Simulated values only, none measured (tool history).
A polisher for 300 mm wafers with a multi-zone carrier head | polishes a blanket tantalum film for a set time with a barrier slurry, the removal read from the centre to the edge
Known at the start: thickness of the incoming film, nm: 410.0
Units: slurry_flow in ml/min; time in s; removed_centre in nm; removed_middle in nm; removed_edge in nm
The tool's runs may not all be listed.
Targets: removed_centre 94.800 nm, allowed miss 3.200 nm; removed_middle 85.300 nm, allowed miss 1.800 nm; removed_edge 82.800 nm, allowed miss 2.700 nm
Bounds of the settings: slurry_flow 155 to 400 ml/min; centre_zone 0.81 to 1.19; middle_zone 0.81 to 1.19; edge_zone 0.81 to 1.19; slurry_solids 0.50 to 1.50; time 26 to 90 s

Run 1, hour 0.0: slurry_flow 255 ml/min, centre_zone 1.00, middle_zone 1.00, edge_zone 1.00, slurry_solids 1.00, time 58 s. Result: removed_centre 97.900 nm, removed_middle 99.091 nm, removed_edge 96.695 nm.
Run 2, hour 8.9: slurry_flow 255 ml/min, centre_zone 1.00, middle_zone 1.00, edge_zone 1.00, slurry_solids 1.10, time 58 s. Result: removed_centre 100.660 nm, removed_middle 101.490 nm, removed_edge 101.220 nm.
Run 3, hour 16.8: slurry_flow 255 ml/min, centre_zone 1.06, middle_zone 1.00, edge_zone 1.00, slurry_solids 1.10, time 58 s. Result: removed_centre 106.250 nm, removed_middle 102.050 nm, removed_edge 101.130 nm.
Run 4, hour 19.0: slurry_flow 250 ml/min, centre_zone 1.06, middle_zone 0.99, edge_zone 0.98, slurry_solids 1.05, time 58 s. Result: removed_centre 104.500 nm, removed_middle 99.687 nm, removed_edge 98.800 nm.
Run 5, hour 27.1: slurry_flow 250 ml/min, centre_zone 1.06, middle_zone 0.99, edge_zone 0.98, slurry_solids 1.20, time 58 s. Result: removed_centre 109.830 nm, removed_middle 102.530 nm, removed_edge 103.810 nm.
Run 6, hour 28.2: slurry_flow 250 ml/min, centre_zone 1.06, middle_zone 0.98, edge_zone 0.96, slurry_solids 1.15, time 58 s. Result: removed_centre 108.930 nm, removed_middle 100.720 nm, removed_edge 100.210 nm.
Run 7, hour 31.5: slurry_flow 245 ml/min, centre_zone 1.05, middle_zone 0.97, edge_zone 0.94, slurry_solids 1.10, time 58 s. Result: removed_centre 106.870 nm, removed_middle 97.609 nm, removed_edge 97.008 nm.
Run 8, hour 33.6: slurry_flow 240 ml/min, centre_zone 1.04, middle_zone 0.96, edge_zone 0.93, slurry_solids 1.10, time 58 s. Result: removed_centre 103.380 nm, removed_middle 96.922 nm, removed_edge 97.618 nm.
Run 9, hour 38.7: slurry_flow 240 ml/min, centre_zone 1.04, middle_zone 0.95, edge_zone 0.92, slurry_solids 1.05, time 58 s. Result: removed_centre 103.270 nm, removed_middle 95.984 nm, removed_edge 96.683 nm.
Run 10, hour 47.4: slurry_flow 240 ml/min, centre_zone 1.04, middle_zone 0.95, edge_zone 0.91, slurry_solids 1.00, time 58 s. Result: removed_centre 101.410 nm, removed_middle 94.322 nm, removed_edge 94.740 nm.
Run 11, hour 54.1: slurry_flow 240 ml/min, centre_zone 1.05, middle_zone 0.95, edge_zone 0.90, slurry_solids 0.95, time 58 s. Result: removed_centre 100.280 nm, removed_middle 91.200 nm, removed_edge 91.013 nm.
Run 12, hour 57.9: slurry_flow 235 ml/min, centre_zone 1.05, middle_zone 0.95, edge_zone 0.89, slurry_solids 0.95, time 58 s. Result: removed_centre 101.910 nm, removed_middle 91.492 nm, removed_edge 91.775 nm.
Run 13, hour 66.4: slurry_flow 235 ml/min, centre_zone 1.05, middle_zone 0.95, edge_zone 0.88, slurry_solids 0.90, time 58 s. Result: removed_centre 99.977 nm, removed_middle 90.504 nm, removed_edge 90.774 nm.
Run 14, hour 67.4: slurry_flow 235 ml/min, centre_zone 1.05, middle_zone 0.95, edge_zone 0.87, slurry_solids 0.85, time 58 s. Result: removed_centre 95.581 nm, removed_middle 87.956 nm, removed_edge 87.902 nm.
Run 15, hour 71.1: slurry_flow 235 ml/min, centre_zone 1.05, middle_zone 0.95, edge_zone 0.86, slurry_solids 0.85, time 58 s. Result: removed_centre 96.332 nm, removed_middle 87.643 nm, removed_edge 85.023 nm.

Which of these 4 next moves meets every target?
Run A, hour 74.8: slurry_flow 240 ml/min, centre_zone 1.05, middle_zone 0.92, edge_zone 0.83, slurry_solids 1.50, time 51 s. Result: removed_centre ?, removed_middle ?, removed_edge ?.
Run B, hour 74.8: slurry_flow 215 ml/min, centre_zone 1.15, middle_zone 0.98, edge_zone 0.81, slurry_solids 0.90, time 57 s. Result: removed_centre ?, removed_middle ?, removed_edge ?.
Run C, hour 74.8: slurry_flow 335 ml/min, centre_zone 1.03, middle_zone 0.91, edge_zone 0.81, slurry_solids 0.75, time 59 s. Result: removed_centre ?, removed_middle ?, removed_edge ?.
Run D, hour 74.8: slurry_flow 240 ml/min, centre_zone 1.08, middle_zone 0.89, edge_zone 0.83, slurry_solids 0.80, time 63 s. Result: removed_centre ?, removed_middle ?, removed_edge ?.

move  removed_centre  removed_middle  removed_edge
   A         101.480          89.080        88.944
   B         106.160          89.681        84.228
   C          95.546          84.488        83.654
   D         106.480          88.397        90.778
A: further off than the last run
B: further off than the last run
C: meets every target
D: further off than the last run
Move C is the one to make.
